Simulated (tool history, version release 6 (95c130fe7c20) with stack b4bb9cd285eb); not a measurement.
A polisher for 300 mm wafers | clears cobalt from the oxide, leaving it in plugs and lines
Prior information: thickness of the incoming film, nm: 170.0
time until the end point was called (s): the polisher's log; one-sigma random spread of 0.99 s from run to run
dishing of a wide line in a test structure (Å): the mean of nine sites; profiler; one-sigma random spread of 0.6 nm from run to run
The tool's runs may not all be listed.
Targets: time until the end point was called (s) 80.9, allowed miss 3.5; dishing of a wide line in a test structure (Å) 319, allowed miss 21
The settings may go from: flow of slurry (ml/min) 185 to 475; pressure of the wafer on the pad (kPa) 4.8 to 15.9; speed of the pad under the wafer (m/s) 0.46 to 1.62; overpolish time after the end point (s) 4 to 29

run	hour	flow of slurry (ml/min)	pressure of the wafer on the pad (kPa)	speed of the pad under the wafer (m/s)	overpolish time after the end point (s)	time until the end point was called (s)	dishing of a wide line in a test structure (Å)
1	0	305	10.3	1.04	15	39.291	416.35
2	8.8	305	9	0.98	16	47.789	400.27
3	16.1	305	9	0.9	16	51.439	369.55
4	19.9	305	9	0.9	13	51.7	316.67
5	26.7	305	9	1	13	46.757	346.71
6	34.9	305	7.6	0.96	14	56.935	310.4
7	38.6	305	6.9	0.94	16	64.607	317.52
8	42.7	305	6.9	0.94	16	63.65	318.08
9	49.4	305	6.2	0.94	17	72.349	308.89
10	50.6	305	6.2	0.94	18	70.841	323.32

Which single option among these 5 for the next run brings every result within its allowed miss of target? Just one does.
A	51.8	320	5.5	1.2	18	?	?
B	51.8	310	5.5	1.04	14	?	?
C	51.8	300	5.5	0.92	20	?	?
D	51.8	320	6.9	0.96	15	?	?
E	51.8	390	5.5	0.98	15	?	?

move	time until the end point was called (s)	dishing of a wide line in a test structure (Å)
A	64.25	346.25
B	72.688	262.81
C	80.663	318.27
D	62.626	309.59
E	74.887	271.05
A: moves away from the targets compared with the last run
B: gains on the last run, yet a result remains outside its allowed miss
C: meets every target
D: moves away from the targets compared with the last run
E: gains on the last run, yet a result remains outside its allowed miss
So the answer is move C, the one that meets all the targets.
